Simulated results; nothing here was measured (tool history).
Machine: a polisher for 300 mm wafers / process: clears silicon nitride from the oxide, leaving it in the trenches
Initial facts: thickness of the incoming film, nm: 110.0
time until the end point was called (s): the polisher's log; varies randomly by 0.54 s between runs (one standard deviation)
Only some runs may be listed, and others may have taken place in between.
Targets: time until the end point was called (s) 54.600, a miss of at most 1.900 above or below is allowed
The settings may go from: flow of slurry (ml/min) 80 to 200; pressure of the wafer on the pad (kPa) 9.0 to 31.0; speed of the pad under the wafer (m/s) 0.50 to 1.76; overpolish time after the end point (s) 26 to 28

run,hour,flow of slurry (ml/min),pressure of the wafer on the pad (kPa),speed of the pad under the wafer (m/s),overpolish time after the end point (s),time until the end point was called (s)
1,0.0,130,20.0,1.12,26,82.516
2,0.9,130,20.0,1.12,28,82.347
3,4.8,140,22.8,1.12,28,72.160
4,11.3,140,21.4,1.12,28,74.984
5,18.9,140,17.2,1.12,28,92.216
6,20.6,140,17.2,1.12,28,94.786
7,28.9,165,22.8,1.14,28,68.483
# hour 29.8: head pressure recalibrated
8,29.8,165,24.1,1.14,28,70.032
9,32.6,180,29.6,1.26,28,52.037

Exercise: of the 5 proposed moves below, exactly one satisfies all targets within the stated allowed misses. Which move is it?
A,35.4,190,30.3,1.16,26,?
B,35.4,180,28.3,1.18,28,?
C,35.4,180,29.0,1.32,28,?
D,35.4,195,31.0,1.02,28,?
E,35.4,185,27.6,1.38,27,?

move,time until the end point was called (s)
A,54.263
B,57.514
C,50.377
D,59.962
E,50.423
A: every result within its allowed miss
B: carries the result that was furthest off beyond its target, to the other side
C: its largest miss is bigger than the last run's
D: carries the result that was furthest off beyond its target, to the other side
E: its largest miss is bigger than the last run's
The move that meets every target is A.
